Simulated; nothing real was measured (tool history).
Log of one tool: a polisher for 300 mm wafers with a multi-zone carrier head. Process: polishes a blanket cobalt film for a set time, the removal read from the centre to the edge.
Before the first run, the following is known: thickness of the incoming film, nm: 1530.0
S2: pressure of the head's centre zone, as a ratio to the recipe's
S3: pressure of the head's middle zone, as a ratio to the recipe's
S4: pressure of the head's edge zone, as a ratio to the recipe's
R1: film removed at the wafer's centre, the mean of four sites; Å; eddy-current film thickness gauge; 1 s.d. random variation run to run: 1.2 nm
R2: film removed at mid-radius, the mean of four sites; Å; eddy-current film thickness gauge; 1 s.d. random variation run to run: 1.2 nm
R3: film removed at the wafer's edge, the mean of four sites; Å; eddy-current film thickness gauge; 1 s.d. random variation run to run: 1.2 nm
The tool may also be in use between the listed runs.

run 1 day=0.000 | flow_of_slurry_(ml/min)=180 S2=1.00 S3=1.00 S4=1.00 polishing_time_(s)=65 | R1=1673.8 R2=1723.3 R3=1666.3
run 2 day=0.025 | flow_of_slurry_(ml/min)=180 S2=1.00 S3=0.94 S4=1.00 polishing_time_(s)=65 | R1=1666.1 R2=1679.1 R3=1646.4
run 3 day=0.388 | flow_of_slurry_(ml/min)=180 S2=1.00 S3=1.01 S4=1.00 polishing_time_(s)=65 | R1=1663.1 R2=1737.3 R3=1625.7
run 4 day=0.675 | flow_of_slurry_(ml/min)=180 S2=1.00 S3=1.01 S4=0.93 polishing_time_(s)=65 | R1=1674.6 R2=1723.6 R3=1609.6
run 5 day=0.775 | flow_of_slurry_(ml/min)=180 S2=1.00 S3=1.09 S4=0.93 polishing_time_(s)=65 | R1=1672.9 R2=1832.5 R3=1585.0
run 6 day=0.850 | flow_of_slurry_(ml/min)=180 S2=1.00 S3=1.16 S4=0.93 polishing_time_(s)=65 | R1=1659.0 R2=1868.8 R3=1601.6
run 7 day=1.175 | flow_of_slurry_(ml/min)=170 S2=0.99 S3=1.11 S4=0.93 polishing_time_(s)=57 | R1=1416.6 R2=1588.9 R3=1394.6

Predict the results of run 8:
run 8 day=1.338 | flow_of_slurry_(ml/min)=165 S2=0.99 S3=1.08 S4=0.92 polishing_time_(s)=52 | R1=? R2=? R3=?

{"run 8": {"R1": 1279.8, "R2": 1416.2, "R3": 1244.5}}

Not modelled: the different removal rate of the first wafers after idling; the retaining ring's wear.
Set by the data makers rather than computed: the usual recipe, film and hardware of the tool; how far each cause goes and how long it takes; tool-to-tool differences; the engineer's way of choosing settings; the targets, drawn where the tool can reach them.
